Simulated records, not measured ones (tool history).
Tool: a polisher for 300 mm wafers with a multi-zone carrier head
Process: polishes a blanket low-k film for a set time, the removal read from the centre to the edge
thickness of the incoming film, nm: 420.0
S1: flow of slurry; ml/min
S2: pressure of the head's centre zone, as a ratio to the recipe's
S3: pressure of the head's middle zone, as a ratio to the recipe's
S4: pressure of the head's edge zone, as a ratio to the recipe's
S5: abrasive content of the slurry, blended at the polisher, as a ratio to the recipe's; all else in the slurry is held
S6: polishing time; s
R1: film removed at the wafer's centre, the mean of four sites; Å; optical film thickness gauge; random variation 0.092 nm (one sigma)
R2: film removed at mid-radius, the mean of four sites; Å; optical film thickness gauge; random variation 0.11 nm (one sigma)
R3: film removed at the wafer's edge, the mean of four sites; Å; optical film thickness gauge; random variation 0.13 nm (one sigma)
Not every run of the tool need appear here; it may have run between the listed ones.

| run | hour | S1 | S2 | S3 | S4 | S5 | S6 | R1 | R2 | R3 |
|---|---|---|---|---|---|---|---|---|---|---|
| 1 | 0.0 | 145 | 1.00 | 1.00 | 1.00 | 1.00 | 42 | 211.89 | 211.86 | 209.62 |
| 2 | 2.5 | 130 | 0.99 | 0.94 | 1.01 | 0.85 | 38 | 164.99 | 159.12 | 171.55 |
| 3 | 11.3 | 130 | 0.99 | 0.94 | 1.01 | 0.85 | 46 | 200.76 | 190.51 | 203.51 |
| 4 | 15.9 | 115 | 0.99 | 0.94 | 1.01 | 0.85 | 46 | 193.34 | 186.49 | 198.64 |
| 5 | 23.3 | 115 | 0.92 | 0.94 | 1.01 | 0.85 | 46 | 180.88 | 182.90 | 197.69 |
| 6 | 26.7 | 115 | 0.92 | 0.94 | 1.01 | 0.85 | 54 | 213.75 | 218.00 | 234.38 |
| 7 | 34.2 | 110 | 0.93 | 0.90 | 1.00 | 0.75 | 48 | 167.68 | 166.52 | 182.83 |
| 8 | 42.9 | 105 | 0.95 | 0.87 | 1.02 | 0.70 | 44 | 142.91 | 136.22 | 153.68 |
| 9 | 48.3 | 100 | 0.96 | 0.85 | 1.05 | 0.65 | 43 | 126.35 | 114.15 | 138.50 |

Estimate the outcome of run 10 from the log above:
| 10 | 56.1 | 100 | 0.96 | 0.84 | 1.05 | 0.60 | 43 | ? | ? | ? |

Run 10 came out at R1 113.06 Å, R2 101.04 Å, R3 128.28 Å.
